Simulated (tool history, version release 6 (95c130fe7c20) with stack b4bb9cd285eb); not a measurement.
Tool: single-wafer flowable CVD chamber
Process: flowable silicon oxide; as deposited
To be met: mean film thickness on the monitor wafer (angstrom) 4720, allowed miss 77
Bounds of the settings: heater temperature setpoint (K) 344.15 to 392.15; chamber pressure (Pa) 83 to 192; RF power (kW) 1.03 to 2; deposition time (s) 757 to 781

run	hour	heater temperature setpoint (K)	chamber pressure (Pa)	RF power (kW)	deposition time (s)	mean film thickness on the monitor wafer (angstrom)
1	0	368.15	137	1.515	757	6718.9
2	1.7	369.15	137	1.515	757	6490.8
3	8.2	370.15	137	1.515	757	6252.1
4	11.6	371.15	137	1.515	757	6035.1
5	19	371.15	137	1.515	757	5954.6
6	26.1	372.15	137	1.515	757	5763.2
7	28.5	373.15	137	1.515	757	5561.3
8	32.8	374.15	137	1.515	757	5353.9
9	41.3	376.15	137	1.515	757	4966.8

5 next moves are on the table. One of them brings every result within its allowed miss. Which?
A	49.8	378.15	147	1.49	764	?
B	49.8	376.15	145	1.6	764	?
C	49.8	375.15	144	1.33	781	?
D	49.8	372.15	121	1.63	761	?
E	49.8	378.15	136	1.54	781	?

move	mean film thickness on the monitor wafer (angstrom)
A	4904.7
B	5352.8
C	5330.9
D	5242.1
E	4719.1
A: nearer than the last run, and not there yet
B: further off than the last run
C: further off than the last run
D: further off than the last run
E: meets every target
Move E is the one to make.
